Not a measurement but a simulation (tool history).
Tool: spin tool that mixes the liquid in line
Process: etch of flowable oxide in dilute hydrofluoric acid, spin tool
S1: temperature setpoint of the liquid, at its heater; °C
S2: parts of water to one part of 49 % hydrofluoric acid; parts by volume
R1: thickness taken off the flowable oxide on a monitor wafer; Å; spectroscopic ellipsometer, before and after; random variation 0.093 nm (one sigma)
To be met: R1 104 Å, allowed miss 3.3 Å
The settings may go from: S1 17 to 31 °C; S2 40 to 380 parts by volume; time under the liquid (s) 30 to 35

Run 1, day 0: S1 23 °C, S2 210 parts by volume, time under the liquid (s) 35. Result: R1 57.048 Å.
Run 2, day 0.229: S1 24.5 °C, S2 200 parts by volume, time under the liquid (s) 35. Result: R1 63.365 Å.
Run 3, day 0.571: S1 22 °C, S2 200 parts by volume, time under the liquid (s) 35. Result: R1 57.263 Å.
Run 4, day 0.933: S1 23.5 °C, S2 200 parts by volume, time under the liquid (s) 35. Result: R1 61.761 Å.
Run 5, day 1.304: S1 21 °C, S2 200 parts by volume, time under the liquid (s) 35. Result: R1 55.624 Å.
Run 6, day 1.646: S1 23 °C, S2 190 parts by volume, time under the liquid (s) 35. Result: R1 64.026 Å.
Run 7, day 1.717: S1 24.5 °C, S2 185 parts by volume, time under the liquid (s) 35. Result: R1 70.054 Å.
Run 8, day 1.946: S1 24.5 °C, S2 185 parts by volume, time under the liquid (s) 35. Result: R1 70.165 Å.
Run 9, day 1.988: S1 24.5 °C, S2 185 parts by volume, time under the liquid (s) 35. Result: R1 68.937 Å.
Run 10, day 2.229: S1 25.5 °C, S2 175 parts by volume, time under the liquid (s) 35. Result: R1 76.222 Å.
Run 11, day 2.379: S1 26.5 °C, S2 170 parts by volume, time under the liquid (s) 35. Result: R1 82.551 Å.
Run 12, day 2.479: S1 27.5 °C, S2 170 parts by volume, time under the liquid (s) 35. Result: R1 86.401 Å.
Run 13, day 2.808: S1 28 °C, S2 170 parts by volume, time under the liquid (s) 35. Result: R1 87.769 Å.

4 next moves are on the table. One of them brings every result within its allowed miss. Which?
Run A, day 3.138: S1 30.5 °C, S2 150 parts by volume, time under the liquid (s) 35. Result: R1 ?.
Run B, day 3.138: S1 27.5 °C, S2 145 parts by volume, time under the liquid (s) 35. Result: R1 ?.
Run C, day 3.138: S1 31 °C, S2 130 parts by volume, time under the liquid (s) 30. Result: R1 ?.
Run D, day 3.138: S1 28 °C, S2 140 parts by volume, time under the liquid (s) 35. Result: R1 ?.

move      R1
   A  109.77
   B  102.46
   C  113.56
   D  108.79
A: takes the result that was furthest off past its target
B: meets every target
C: takes the result that was furthest off past its target
D: takes the result that was furthest off past its target
Answer: B

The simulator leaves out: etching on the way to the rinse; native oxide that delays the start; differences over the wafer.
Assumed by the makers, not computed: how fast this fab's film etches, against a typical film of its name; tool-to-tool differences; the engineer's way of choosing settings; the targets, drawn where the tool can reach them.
